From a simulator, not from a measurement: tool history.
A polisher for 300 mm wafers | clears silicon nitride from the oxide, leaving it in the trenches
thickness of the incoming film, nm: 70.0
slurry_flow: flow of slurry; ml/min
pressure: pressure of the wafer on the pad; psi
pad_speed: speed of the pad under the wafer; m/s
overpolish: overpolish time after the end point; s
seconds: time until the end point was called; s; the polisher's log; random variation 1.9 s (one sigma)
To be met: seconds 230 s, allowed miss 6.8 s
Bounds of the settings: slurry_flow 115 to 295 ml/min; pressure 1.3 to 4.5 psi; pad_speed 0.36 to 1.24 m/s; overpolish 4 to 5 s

run 1 hour=0 | slurry_flow=190 pressure=2.9 pad_speed=0.8 overpolish=5 | seconds=107.36
run 2 hour=4.8 | slurry_flow=190 pressure=2.7 pad_speed=0.78 overpolish=5 | seconds=117.6
run 3 hour=10.8 | slurry_flow=190 pressure=3.2 pad_speed=0.78 overpolish=5 | seconds=101.24
run 4 hour=15.4 | slurry_flow=190 pressure=3.2 pad_speed=0.92 overpolish=5 | seconds=89.277
run 5 hour=22.1 | slurry_flow=190 pressure=3.2 pad_speed=1.12 overpolish=5 | seconds=75.032
-- hour=25.1 head pressure recalibrated
run 6 hour=25.1 | slurry_flow=190 pressure=2.5 pad_speed=1.12 overpolish=5 | seconds=86.747
run 7 hour=33.6 | slurry_flow=190 pressure=2.5 pad_speed=1.12 overpolish=5 | seconds=86.335
run 8 hour=35.8 | slurry_flow=185 pressure=2.3 pad_speed=1.02 overpolish=5 | seconds=102.2
run 9 hour=44.3 | slurry_flow=180 pressure=2.2 pad_speed=0.94 overpolish=5 | seconds=114.89
run 10 hour=46 | slurry_flow=175 pressure=2.1 pad_speed=0.88 overpolish=5 | seconds=128.2
run 11 hour=51.6 | slurry_flow=170 pressure=2 pad_speed=0.84 overpolish=5 | seconds=139.7

5 next moves are on the table. One of them brings every result within its allowed miss. Which?
run A hour=57.2 | slurry_flow=175 pressure=1.4 pad_speed=0.76 overpolish=5 | seconds=?
run B hour=57.2 | slurry_flow=190 pressure=1.3 pad_speed=0.66 overpolish=5 | seconds=?
run C hour=57.2 | slurry_flow=200 pressure=1.5 pad_speed=0.56 overpolish=4 | seconds=?
run D hour=57.2 | slurry_flow=165 pressure=1.6 pad_speed=0.86 overpolish=5 | seconds=?
run E hour=57.2 | slurry_flow=130 pressure=1.5 pad_speed=0.68 overpolish=5 | seconds=?

move=A seconds=210.38
move=B seconds=248.48
move=C seconds=243.97
move=D seconds=169.68
move=E seconds=228.2
A: nearer than the last run, and not there yet
B: takes the result that was furthest off past its target
C: takes the result that was furthest off past its target
D: nearer than the last run, and not there yet
E: meets every target
Answer: E

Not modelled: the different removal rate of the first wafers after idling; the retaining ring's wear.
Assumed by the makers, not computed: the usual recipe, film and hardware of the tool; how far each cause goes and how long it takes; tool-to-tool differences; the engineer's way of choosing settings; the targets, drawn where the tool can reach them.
